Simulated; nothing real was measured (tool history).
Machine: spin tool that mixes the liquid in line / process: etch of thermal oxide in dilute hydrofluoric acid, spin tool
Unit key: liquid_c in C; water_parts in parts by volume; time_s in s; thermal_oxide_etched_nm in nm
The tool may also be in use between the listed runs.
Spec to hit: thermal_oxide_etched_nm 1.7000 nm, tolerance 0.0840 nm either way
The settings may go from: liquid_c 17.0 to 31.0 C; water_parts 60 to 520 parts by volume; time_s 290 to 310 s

| run | hour | liquid_c | water_parts | time_s | thermal_oxide_etched_nm |
|---|---|---|---|---|---|
| 1 | 0.0 | 23.0 | 290 | 290 | 3.2862 |
| 2 | 6.3 | 23.0 | 365 | 290 | 2.3863 |
| 3 | 11.9 | 26.0 | 365 | 290 | 2.7049 |
| 4 | 17.9 | 26.0 | 290 | 290 | 3.6857 |
| 5 | 18.8 | 29.0 | 290 | 290 | 4.0095 |
| 6 | 25.6 | 27.0 | 325 | 290 | 3.2218 |
|  | 30.3 | thermometer replaced |
| 7 | 30.3 | 25.5 | 350 | 290 | 3.0715 |
| 8 | 37.7 | 24.0 | 375 | 290 | 2.5633 |
| 9 | 43.1 | 24.0 | 375 | 290 | 2.6414 |
| 10 | 48.3 | 23.0 | 400 | 290 | 2.2893 |
| 11 | 52.0 | 22.0 | 410 | 290 | 2.1155 |
| 12 | 61.0 | 21.0 | 415 | 290 | 2.0039 |

Consider the 5 candidate settings below. Which is the only one whose results all fall within their allowed miss of target?
| A | 70.0 | 22.0 | 390 | 310 | ? |
| B | 70.0 | 24.0 | 445 | 305 | ? |
| C | 70.0 | 21.0 | 470 | 310 | ? |
| D | 70.0 | 17.0 | 385 | 290 | ? |
| E | 70.0 | 22.5 | 485 | 290 | ? |

| move | thermal_oxide_etched_nm |
|---|---|
| A | 2.4525 |
| B | 2.1540 |
| C | 1.8411 |
| D | 1.9577 |
| E | 1.7315 |
A: lands further from the targets than the last run did
B: lands further from the targets than the last run did
C: closes in on the targets versus the last run, not all within tolerance yet
D: closes in on the targets versus the last run, not all within tolerance yet
E: in spec on every target
Answer: E

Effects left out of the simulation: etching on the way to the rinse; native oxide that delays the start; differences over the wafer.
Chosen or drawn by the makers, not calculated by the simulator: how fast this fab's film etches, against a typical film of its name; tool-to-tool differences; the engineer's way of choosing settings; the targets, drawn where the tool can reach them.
